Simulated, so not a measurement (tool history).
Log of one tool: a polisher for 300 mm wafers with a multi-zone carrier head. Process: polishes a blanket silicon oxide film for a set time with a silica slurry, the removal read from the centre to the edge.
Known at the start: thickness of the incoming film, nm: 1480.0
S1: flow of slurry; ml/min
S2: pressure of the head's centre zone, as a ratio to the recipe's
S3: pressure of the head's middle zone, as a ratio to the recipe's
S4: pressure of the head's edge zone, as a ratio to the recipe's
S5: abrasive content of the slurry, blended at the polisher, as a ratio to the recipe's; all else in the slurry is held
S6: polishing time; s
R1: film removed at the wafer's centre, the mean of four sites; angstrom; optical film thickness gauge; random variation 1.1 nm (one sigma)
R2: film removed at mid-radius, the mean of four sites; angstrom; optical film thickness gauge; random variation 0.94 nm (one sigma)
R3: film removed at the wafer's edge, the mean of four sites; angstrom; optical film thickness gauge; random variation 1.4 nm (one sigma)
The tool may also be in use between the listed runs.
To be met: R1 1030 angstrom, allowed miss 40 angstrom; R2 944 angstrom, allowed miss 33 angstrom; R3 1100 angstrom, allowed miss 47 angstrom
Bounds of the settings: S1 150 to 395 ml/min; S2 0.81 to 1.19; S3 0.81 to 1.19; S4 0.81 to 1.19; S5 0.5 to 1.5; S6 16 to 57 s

run,day,S1,S2,S3,S4,S5,S6,R1,R2,R3
1,0,250,1,1,1,1,36,1122.8,1167.6,1187.3
2,0.292,250,1,1,1,1.15,36,1192.6,1231.7,1268.4
3,0.383,240,0.99,0.95,0.99,1.1,36,1168,1173.6,1227.2
4,0.758,235,0.99,0.91,1.01,1,36,1142.2,1115.4,1174.7
5,0.933,235,0.99,0.91,1.01,1.2,36,1209.4,1178.8,1268.8
6,1.296,230,0.99,0.88,1.05,1.1,35,1133.4,1084.4,1227.9
7,1.392,225,0.99,0.86,1.05,1.05,35,1109,1052.3,1177.1
8,1.425,225,0.99,0.86,1.05,1.05,35,1112.2,1053.5,1176.2

5 next moves are on the table. One of them brings every result within its allowed miss. Which?
A,1.458,185,0.87,1,0.98,1.1,37,?,?,?
B,1.458,170,0.96,1.1,0.81,0.65,46,?,?,?
C,1.458,245,0.98,0.82,1.04,1.2,31,?,?,?
D,1.458,250,1.06,0.81,1.19,1.5,26,?,?,?
E,1.458,260,1.07,0.83,1.19,0.9,32,?,?,?

move,R1,R2,R3
A,1037.4,1203.8,1203.7
B,1113.4,1246.4,1075
C,1049.7,950.96,1102.2
D,1035.9,860.05,1075.7
E,1058.7,883.1,1087.2
A: further off than the last run
B: further off than the last run
C: meets every target
D: takes the result that was furthest off past its target
E: takes the result that was furthest off past its target
Move C is the one to make.

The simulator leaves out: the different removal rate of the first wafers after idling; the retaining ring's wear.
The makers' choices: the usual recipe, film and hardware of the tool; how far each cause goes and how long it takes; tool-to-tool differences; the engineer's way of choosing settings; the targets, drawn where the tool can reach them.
